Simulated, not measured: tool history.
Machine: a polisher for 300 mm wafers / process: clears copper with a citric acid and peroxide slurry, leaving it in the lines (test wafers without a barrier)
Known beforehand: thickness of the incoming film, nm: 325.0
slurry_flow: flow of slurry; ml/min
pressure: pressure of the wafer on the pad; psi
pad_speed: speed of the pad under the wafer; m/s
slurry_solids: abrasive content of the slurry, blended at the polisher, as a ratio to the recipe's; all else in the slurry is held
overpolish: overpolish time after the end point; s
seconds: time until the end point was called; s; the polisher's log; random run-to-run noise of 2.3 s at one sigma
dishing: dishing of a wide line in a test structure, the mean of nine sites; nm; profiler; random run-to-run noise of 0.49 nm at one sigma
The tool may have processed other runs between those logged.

{"run": 1, "day": 0.0, "slurry_flow": 315, "pressure": 3, "pad_speed": 1.32, "slurry_solids": 1, "overpolish": 26, "seconds": 91.765, "dishing": 56.438}
{"run": 2, "day": 0.292, "slurry_flow": 315, "pressure": 3.3, "pad_speed": 1.32, "slurry_solids": 1, "overpolish": 26, "seconds": 81.35, "dishing": 59.982}
{"run": 3, "day": 0.483, "slurry_flow": 315, "pressure": 3.3, "pad_speed": 1.56, "slurry_solids": 1, "overpolish": 26, "seconds": 68.076, "dishing": 67.646}
{"run": 4, "day": 0.7, "slurry_flow": 315, "pressure": 2.7, "pad_speed": 1.48, "slurry_solids": 1, "overpolish": 26, "seconds": 90.063, "dishing": 54.998}
{"run": 5, "day": 0.958, "slurry_flow": 315, "pressure": 2.7, "pad_speed": 1.22, "slurry_solids": 1, "overpolish": 26, "seconds": 105.96, "dishing": 49.101}
{"run": 6, "day": 1.033, "slurry_flow": 315, "pressure": 2.7, "pad_speed": 1.4, "slurry_solids": 1, "overpolish": 26, "seconds": 96.666, "dishing": 53.013}
{"run": 7, "day": 1.188, "slurry_flow": 315, "pressure": 2.7, "pad_speed": 1.4, "slurry_solids": 1, "overpolish": 26, "seconds": 92.444, "dishing": 52.624}
{"run": 8, "day": 1.254, "slurry_flow": 315, "pressure": 2.3, "pad_speed": 1.34, "slurry_solids": 1, "overpolish": 27, "seconds": 113.5, "dishing": 46.056}

Run 9 is up next; what results do you expect?
{"run": 9, "day": 1.333, "slurry_flow": 315, "pressure": 2, "pad_speed": 1.32, "slurry_solids": 1, "overpolish": 28, "seconds": "?", "dishing": "?"}

seconds: 129.52 s
dishing: 42.725 nm
